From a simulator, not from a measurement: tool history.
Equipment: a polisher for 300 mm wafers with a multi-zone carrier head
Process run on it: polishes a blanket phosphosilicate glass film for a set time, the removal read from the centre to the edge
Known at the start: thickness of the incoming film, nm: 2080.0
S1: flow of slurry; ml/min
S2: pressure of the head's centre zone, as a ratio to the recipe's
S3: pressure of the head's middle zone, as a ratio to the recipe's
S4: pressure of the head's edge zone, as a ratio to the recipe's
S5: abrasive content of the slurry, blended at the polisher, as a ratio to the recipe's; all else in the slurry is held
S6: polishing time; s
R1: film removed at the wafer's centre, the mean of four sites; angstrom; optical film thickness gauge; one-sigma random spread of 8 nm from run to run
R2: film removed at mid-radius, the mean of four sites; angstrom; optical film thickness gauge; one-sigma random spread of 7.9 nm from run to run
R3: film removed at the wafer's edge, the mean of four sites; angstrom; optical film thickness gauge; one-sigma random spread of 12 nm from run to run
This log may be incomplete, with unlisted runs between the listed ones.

| run | hour | S1 | S2 | S3 | S4 | S5 | S6 | R1 | R2 | R3 |
|---|---|---|---|---|---|---|---|---|---|---|
| 1 | 0.0 | 270 | 1.00 | 1.00 | 1.00 | 1.00 | 78 | 6570.1 | 6377.1 | 6243.7 |
| 2 | 5.6 | 270 | 0.99 | 1.00 | 1.02 | 1.05 | 79 | 6726.1 | 6690.0 | 6556.9 |
| 3 | 13.6 | 270 | 0.96 | 1.00 | 1.02 | 1.05 | 79 | 6569.0 | 6609.2 | 6563.5 |
| 4 | 21.3 | 270 | 1.02 | 1.00 | 1.02 | 1.05 | 79 | 7016.5 | 6609.7 | 6592.7 |
|  | 22.2 | centre zone pressure recalibrated |
| 5 | 22.2 | 270 | 1.06 | 1.00 | 1.02 | 1.05 | 79 | 6845.2 | 6646.0 | 6552.6 |
| 6 | 29.2 | 270 | 1.06 | 1.00 | 1.02 | 0.85 | 79 | 6570.6 | 6200.9 | 6052.8 |
| 7 | 29.9 | 270 | 1.06 | 1.01 | 1.04 | 0.95 | 79 | 6625.6 | 6633.8 | 6388.4 |

For run 8, what comes out?
| 8 | 35.1 | 275 | 1.14 | 0.93 | 1.14 | 1.20 | 83 | ? | ? | ? |

Run 8 came out at R1 7847.5 angstrom, R2 6651.0 angstrom, R3 7491.6 angstrom.

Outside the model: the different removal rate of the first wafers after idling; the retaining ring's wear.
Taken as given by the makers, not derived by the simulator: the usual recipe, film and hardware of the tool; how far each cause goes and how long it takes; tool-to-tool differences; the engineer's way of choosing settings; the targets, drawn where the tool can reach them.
